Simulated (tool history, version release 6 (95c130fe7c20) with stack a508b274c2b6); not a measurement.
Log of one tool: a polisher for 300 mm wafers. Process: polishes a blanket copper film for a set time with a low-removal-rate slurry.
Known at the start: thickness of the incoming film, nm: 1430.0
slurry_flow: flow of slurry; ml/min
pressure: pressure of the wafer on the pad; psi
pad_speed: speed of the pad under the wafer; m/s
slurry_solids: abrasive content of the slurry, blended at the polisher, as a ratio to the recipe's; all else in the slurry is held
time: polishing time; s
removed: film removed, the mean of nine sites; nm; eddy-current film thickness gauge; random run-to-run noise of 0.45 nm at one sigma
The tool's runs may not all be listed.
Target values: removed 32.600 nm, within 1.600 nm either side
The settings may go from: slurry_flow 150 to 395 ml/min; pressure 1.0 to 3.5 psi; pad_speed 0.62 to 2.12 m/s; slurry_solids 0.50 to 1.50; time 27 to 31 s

run	hour	slurry_flow	pressure	pad_speed	slurry_solids	time	removed
1	0.0	250	2.2	1.36	1.00	31	79.563
2	2.6	250	2.2	1.60	1.00	31	95.171
3	6.5	250	2.2	1.92	1.00	31	110.350
4	9.9	250	2.2	1.92	0.85	31	108.620
5	12.7	250	2.2	1.92	1.05	31	114.570
6	17.6	250	2.2	1.92	0.85	31	107.080
7	20.7	250	2.0	1.76	0.85	31	94.744
8	22.6	240	1.8	1.58	0.80	30	73.112
9	23.9	240	1.7	1.46	0.80	30	65.125
10	32.7	240	1.6	1.36	0.80	30	56.592
11	34.2	240	1.5	1.30	0.80	30	51.436
12	36.6	240	1.4	1.26	0.80	30	47.476
13	45.4	240	1.0	0.98	0.75	29	27.080

Next run, 5 choices. One meets every target within its allowed miss, the rest don't. Which?
A	54.2	245	1.1	1.06	0.70	28	?
B	54.2	230	1.1	1.08	0.70	30	?
C	54.2	265	1.0	0.74	0.95	29	?
D	54.2	230	1.1	0.84	0.70	30	?
E	54.2	225	1.3	1.10	0.90	29	?

move	removed
A	30.039
B	32.529
C	21.747
D	25.572
E	38.075
A: closes in on the targets versus the last run, not all within tolerance yet
B: in spec on every target
C: its largest miss is bigger than the last run's
D: its largest miss is bigger than the last run's
E: takes the biggest miss from the last run beyond its target
Go with B: it meets all targets.

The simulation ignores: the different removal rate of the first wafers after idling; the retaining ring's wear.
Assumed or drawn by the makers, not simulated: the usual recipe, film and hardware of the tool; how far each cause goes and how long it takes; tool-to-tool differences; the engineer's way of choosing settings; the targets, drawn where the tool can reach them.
